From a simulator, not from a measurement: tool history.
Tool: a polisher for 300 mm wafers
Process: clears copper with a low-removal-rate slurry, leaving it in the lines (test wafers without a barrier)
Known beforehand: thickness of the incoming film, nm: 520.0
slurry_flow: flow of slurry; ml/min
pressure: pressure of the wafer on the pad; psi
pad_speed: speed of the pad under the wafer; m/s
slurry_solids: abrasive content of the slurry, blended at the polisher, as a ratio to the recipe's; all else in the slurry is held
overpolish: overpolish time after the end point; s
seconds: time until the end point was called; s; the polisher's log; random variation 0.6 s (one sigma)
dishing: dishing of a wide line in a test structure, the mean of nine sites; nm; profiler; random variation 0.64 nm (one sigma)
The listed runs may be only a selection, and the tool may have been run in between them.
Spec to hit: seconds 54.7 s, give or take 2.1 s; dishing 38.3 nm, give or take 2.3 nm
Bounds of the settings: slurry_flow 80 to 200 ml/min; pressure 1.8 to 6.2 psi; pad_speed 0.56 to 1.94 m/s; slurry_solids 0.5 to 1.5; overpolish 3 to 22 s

{"run": 1, "hour": 0.0, "slurry_flow": 130, "pressure": 4, "pad_speed": 1.24, "slurry_solids": 1, "overpolish": 11, "seconds": 113.1, "dishing": 33.471}
{"run": 2, "hour": 5.0, "slurry_flow": 130, "pressure": 4, "pad_speed": 1.24, "slurry_solids": 1.1, "overpolish": 11, "seconds": 108.73, "dishing": 35.628}
{"run": 3, "hour": 10.4, "slurry_flow": 135, "pressure": 4.5, "pad_speed": 1.28, "slurry_solids": 1.05, "overpolish": 10, "seconds": 95.345, "dishing": 36.292}
{"run": 4, "hour": 15.2, "slurry_flow": 135, "pressure": 4.5, "pad_speed": 1.16, "slurry_solids": 1.05, "overpolish": 10, "seconds": 104.31, "dishing": 33.932}
{"run": 5, "hour": 19.6, "slurry_flow": 135, "pressure": 4.5, "pad_speed": 0.96, "slurry_solids": 1.05, "overpolish": 10, "seconds": 123.74, "dishing": 29.572}
{"run": 6, "hour": 28.4, "slurry_flow": 140, "pressure": 4.9, "pad_speed": 1.06, "slurry_solids": 1.05, "overpolish": 9, "seconds": 102.91, "dishing": 32.518}
{"run": 7, "hour": 37.0, "slurry_flow": 170, "pressure": 6, "pad_speed": 1.42, "slurry_solids": 1.1, "overpolish": 3, "seconds": 61.575, "dishing": 19.234}
{"run": 8, "hour": 41.2, "slurry_flow": 160, "pressure": 5.9, "pad_speed": 1.48, "slurry_solids": 1.1, "overpolish": 4, "seconds": 60.733, "dishing": 24.213}
{"hour": 43.4, "done": "slurry nozzle cleaned"}
{"run": 9, "hour": 43.4, "slurry_flow": 150, "pressure": 5.9, "pad_speed": 1.52, "slurry_solids": 1.1, "overpolish": 4, "seconds": 55.655, "dishing": 27.622}
{"run": 10, "hour": 49.3, "slurry_flow": 145, "pressure": 5.9, "pad_speed": 1.52, "slurry_solids": 1.1, "overpolish": 4, "seconds": 53.981, "dishing": 27.756}
{"run": 11, "hour": 51.6, "slurry_flow": 140, "pressure": 5.8, "pad_speed": 1.52, "slurry_solids": 1.1, "overpolish": 4, "seconds": 56.978, "dishing": 26.313}
{"run": 12, "hour": 54.5, "slurry_flow": 135, "pressure": 5.8, "pad_speed": 1.52, "slurry_solids": 1.1, "overpolish": 4, "seconds": 56.001, "dishing": 26.89}
{"run": 13, "hour": 57.8, "slurry_flow": 130, "pressure": 5.8, "pad_speed": 1.52, "slurry_solids": 1.1, "overpolish": 5, "seconds": 55.964, "dishing": 32.086}
{"run": 14, "hour": 64.7, "slurry_flow": 125, "pressure": 5.8, "pad_speed": 1.52, "slurry_solids": 1.1, "overpolish": 5, "seconds": 57.328, "dishing": 31.544}
{"run": 15, "hour": 73.2, "slurry_flow": 140, "pressure": 5.9, "pad_speed": 1.52, "slurry_solids": 1.1, "overpolish": 8, "seconds": 56.56, "dishing": 47.183}

Of the 4 settings listed for the next run, only one would bring every result within its allowed miss of target. Which one?
{"run": "A", "hour": 81.7, "slurry_flow": 100, "pressure": 6, "pad_speed": 1.66, "slurry_solids": 1, "overpolish": 7, "seconds": "?", "dishing": "?"}
{"run": "B", "hour": 81.7, "slurry_flow": 135, "pressure": 5.8, "pad_speed": 1.6, "slurry_solids": 1.05, "overpolish": 6, "seconds": "?", "dishing": "?"}
{"run": "C", "hour": 81.7, "slurry_flow": 170, "pressure": 5.2, "pad_speed": 1.76, "slurry_solids": 1, "overpolish": 7, "seconds": "?", "dishing": "?"}
{"run": "D", "hour": 81.7, "slurry_flow": 130, "pressure": 6, "pad_speed": 1.64, "slurry_solids": 1.2, "overpolish": 7, "seconds": "?", "dishing": "?"}

move=A seconds=54.612 dishing=43.293
move=B seconds=54.914 dishing=38.126
move=C seconds=54.734 dishing=42.894
move=D seconds=50.03 dishing=46.281
A: gains on the last run, yet a result remains outside its allowed miss
B: every result lands within tolerance
C: gains on the last run, yet a result remains outside its allowed miss
D: gains on the last run, yet a result remains outside its allowed miss
So the answer is move B, the one that meets all the targets.

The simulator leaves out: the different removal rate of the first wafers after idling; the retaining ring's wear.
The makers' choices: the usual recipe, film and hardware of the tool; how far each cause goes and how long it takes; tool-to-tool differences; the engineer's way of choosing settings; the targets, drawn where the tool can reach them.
